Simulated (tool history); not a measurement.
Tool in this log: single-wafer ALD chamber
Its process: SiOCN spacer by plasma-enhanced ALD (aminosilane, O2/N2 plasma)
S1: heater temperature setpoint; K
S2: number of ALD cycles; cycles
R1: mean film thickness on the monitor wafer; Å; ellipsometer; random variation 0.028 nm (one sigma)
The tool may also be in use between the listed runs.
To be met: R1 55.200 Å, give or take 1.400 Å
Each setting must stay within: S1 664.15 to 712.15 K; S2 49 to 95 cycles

| run | hour | S1 | S2 | R1 |
|---|---|---|---|---|
| 1 | 0.0 | 688.15 | 72 | 48.282 |
| 2 | 8.1 | 688.15 | 63 | 42.129 |
| 3 | 12.9 | 679.15 | 63 | 43.481 |
| 4 | 21.3 | 679.15 | 55 | 37.542 |
| 5 | 29.3 | 677.15 | 61 | 42.108 |
| 6 | 33.3 | 681.15 | 61 | 41.982 |
| 7 | 38.2 | 678.15 | 73 | 50.189 |
| 8 | 41.9 | 677.15 | 75 | 52.027 |
| 9 | 47.7 | 676.15 | 76 | 52.391 |
| 10 | 50.8 | 676.15 | 77 | 52.615 |

5 next moves are on the table. One of them brings every result within its allowed miss. Which?
| A | 53.9 | 675.15 | 73 | ? |
| B | 53.9 | 685.15 | 78 | ? |
| C | 53.9 | 670.15 | 75 | ? |
| D | 53.9 | 679.15 | 80 | ? |
| E | 53.9 | 683.15 | 77 | ? |

| move | R1 |
|---|---|
| A | 50.596 |
| B | 52.619 |
| C | 52.544 |
| D | 54.856 |
| E | 52.229 |
A: its largest miss is bigger than the last run's
B: no nearer and no further than the last run
C: no nearer and no further than the last run
D: in spec on every target
E: its largest miss is bigger than the last run's
Move D is the one to make.
